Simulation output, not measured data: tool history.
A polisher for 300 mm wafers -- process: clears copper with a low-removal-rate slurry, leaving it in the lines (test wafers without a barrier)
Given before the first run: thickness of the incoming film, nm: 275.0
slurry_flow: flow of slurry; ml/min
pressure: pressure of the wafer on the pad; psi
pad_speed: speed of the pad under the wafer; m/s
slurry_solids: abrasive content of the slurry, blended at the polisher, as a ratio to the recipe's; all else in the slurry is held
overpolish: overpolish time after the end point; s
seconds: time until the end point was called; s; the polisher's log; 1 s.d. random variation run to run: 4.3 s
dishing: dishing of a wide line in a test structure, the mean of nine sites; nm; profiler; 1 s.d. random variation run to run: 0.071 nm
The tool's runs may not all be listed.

run,hour,slurry_flow,pressure,pad_speed,slurry_solids,overpolish,seconds,dishing
1,0,210,2.1,0.98,1,16,167.81,20.232
2,8.8,175,2.1,0.98,1,16,170.9,19.69
3,10.4,175,2.1,0.98,1,21,172.55,25.903
4,14.7,175,1.8,0.98,1,21,198.75,22.342
5,20.5,175,1.8,0.98,0.85,21,209.98,21.532
6,28,175,1.8,0.98,0.85,25,208.68,24.91
7,28.8,195,1.8,0.9,0.8,22,225.17,20.684
8,36.6,215,1.7,0.9,0.75,20,243.86,17.522
9,43.4,200,1.7,0.86,0.7,18,254.71,15.235
10,45.1,190,1.6,0.86,0.65,16,272.3,12.686
11,49,180,1.5,0.88,0.65,14,284.61,10.653

Expected results for the next run?
12,54.8,170,1.4,0.92,0.65,13,?,?

{"run 12": {"seconds": 303.69, "dishing": 9.7132}}
